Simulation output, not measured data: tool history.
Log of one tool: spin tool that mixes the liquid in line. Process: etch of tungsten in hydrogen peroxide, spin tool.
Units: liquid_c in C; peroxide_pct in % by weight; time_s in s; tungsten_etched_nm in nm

| run | hour | liquid_c | peroxide_pct | time_s | tungsten_etched_nm |
|---|---|---|---|---|---|
| 1 | 0.0 | 53.0 | 21.5 | 55 | 54.094 |
| 2 | 4.7 | 53.0 | 21.5 | 55 | 53.176 |
| 3 | 6.7 | 53.0 | 25.5 | 55 | 58.913 |
| 4 | 7.2 | 48.5 | 25.5 | 55 | 43.687 |
|  | 7.9 | heated supply line repaired |
| 5 | 7.9 | 48.5 | 29.5 | 55 | 53.681 |
| 6 | 15.9 | 54.0 | 29.5 | 55 | 74.967 |
| 7 | 22.1 | 55.0 | 29.5 | 55 | 80.190 |

Run 8 comes next. What will it give?
| 8 | 24.2 | 55.5 | 29.5 | 55 | ? |

Run 8 gave tungsten_etched_nm 81.858 nm.
